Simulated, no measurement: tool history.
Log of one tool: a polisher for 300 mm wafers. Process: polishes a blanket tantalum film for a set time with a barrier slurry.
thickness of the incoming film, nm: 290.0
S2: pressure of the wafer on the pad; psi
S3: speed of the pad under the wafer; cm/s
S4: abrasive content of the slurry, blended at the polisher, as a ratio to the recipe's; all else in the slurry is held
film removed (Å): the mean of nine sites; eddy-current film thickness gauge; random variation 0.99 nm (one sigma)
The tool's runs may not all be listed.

{"run": 1, "hour": 0.0, "flow of slurry (ml/min)": 130, "S2": 2.4, "S3": 82, "S4": 1.0, "polishing time (s)": 89, "film removed (Å)": 1241.6}
{"run": 2, "hour": 4.8, "flow of slurry (ml/min)": 130, "S2": 2.4, "S3": 64, "S4": 1.0, "polishing time (s)": 89, "film removed (Å)": 979.01}
{"run": 3, "hour": 8.9, "flow of slurry (ml/min)": 115, "S2": 2.4, "S3": 64, "S4": 1.0, "polishing time (s)": 89, "film removed (Å)": 957.57}
{"run": 4, "hour": 15.0, "flow of slurry (ml/min)": 95, "S2": 2.4, "S3": 64, "S4": 1.0, "polishing time (s)": 89, "film removed (Å)": 928.38}
{"run": 5, "hour": 20.0, "flow of slurry (ml/min)": 95, "S2": 2.4, "S3": 64, "S4": 1.0, "polishing time (s)": 89, "film removed (Å)": 918.03}
{"run": 6, "hour": 20.7, "flow of slurry (ml/min)": 95, "S2": 2.3, "S3": 64, "S4": 1.0, "polishing time (s)": 89, "film removed (Å)": 869.97}
{"run": 7, "hour": 28.0, "flow of slurry (ml/min)": 95, "S2": 2.3, "S3": 64, "S4": 1.0, "polishing time (s)": 89, "film removed (Å)": 876.64}
{"run": 8, "hour": 36.3, "flow of slurry (ml/min)": 95, "S2": 2.2, "S3": 64, "S4": 1.0, "polishing time (s)": 89, "film removed (Å)": 848.23}

Forecast run 9:
{"run": 9, "hour": 44.9, "flow of slurry (ml/min)": 95, "S2": 2.1, "S3": 64, "S4": 1.0, "polishing time (s)": 89, "film removed (Å)": "?"}

Run 9 gave film removed (Å) 809.20.
